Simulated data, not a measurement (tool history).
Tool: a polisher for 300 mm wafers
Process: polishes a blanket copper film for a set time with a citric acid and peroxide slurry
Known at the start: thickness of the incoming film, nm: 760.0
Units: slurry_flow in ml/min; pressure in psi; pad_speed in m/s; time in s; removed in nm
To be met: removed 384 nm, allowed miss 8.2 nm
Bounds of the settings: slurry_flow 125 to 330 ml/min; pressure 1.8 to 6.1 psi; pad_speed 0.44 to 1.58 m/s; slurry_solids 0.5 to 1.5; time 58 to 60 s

| run | day | slurry_flow | pressure | pad_speed | slurry_solids | time | removed |
|---|---|---|---|---|---|---|---|
| 1 | 0 | 210 | 3.9 | 1 | 1 | 58 | 183.27 |
| 2 | 0.292 | 210 | 3.9 | 1.2 | 1 | 58 | 221.72 |
| 3 | 0.638 | 210 | 3.9 | 1.2 | 1 | 58 | 221.86 |
| 4 | 0.904 | 210 | 3.9 | 1.2 | 0.85 | 58 | 210.9 |
| 5 | 1.15 | 210 | 4.9 | 1.2 | 0.85 | 58 | 267.4 |
| 6 | 1.279 | 210 | 4.5 | 1.2 | 0.85 | 58 | 245.3 |
| 7 | 1.654 | 215 | 4.7 | 1.2 | 0.85 | 58 | 255.2 |
| 8 | 1.696 | 215 | 4.9 | 1.22 | 0.85 | 58 | 268.36 |
| 9 | 2.05 | 215 | 5.1 | 1.24 | 0.85 | 58 | 284.85 |
| 10 | 2.342 | 215 | 5.3 | 1.26 | 0.85 | 58 | 299.73 |
| 11 | 2.529 | 215 | 5.4 | 1.28 | 0.85 | 58 | 310.09 |
| 12 | 2.838 | 215 | 5.5 | 1.3 | 0.85 | 58 | 320.9 |
| 13 | 3.129 | 220 | 5.6 | 1.3 | 0.85 | 58 | 326.85 |
| 14 | 3.4 | 245 | 6.1 | 1.34 | 0.85 | 58 | 369.78 |

5 next moves are on the table. One of them brings every result within its allowed miss. Which?
| A | 3.671 | 260 | 6.1 | 1.26 | 0.9 | 59 | ? |
| B | 3.671 | 245 | 6.1 | 1.4 | 1 | 58 | ? |
| C | 3.671 | 235 | 6.1 | 1.38 | 0.7 | 59 | ? |
| D | 3.671 | 235 | 6.1 | 1.32 | 0.7 | 60 | ? |
| E | 3.671 | 285 | 5.4 | 1.52 | 0.8 | 60 | ? |

| move | removed |
|---|---|
| A | 359.66 |
| B | 398.6 |
| C | 368.35 |
| D | 358.59 |
| E | 385.02 |
A: further off than the last run
B: takes the result that was furthest off past its target
C: further off than the last run
D: further off than the last run
E: meets every target
Move E is the one to make.

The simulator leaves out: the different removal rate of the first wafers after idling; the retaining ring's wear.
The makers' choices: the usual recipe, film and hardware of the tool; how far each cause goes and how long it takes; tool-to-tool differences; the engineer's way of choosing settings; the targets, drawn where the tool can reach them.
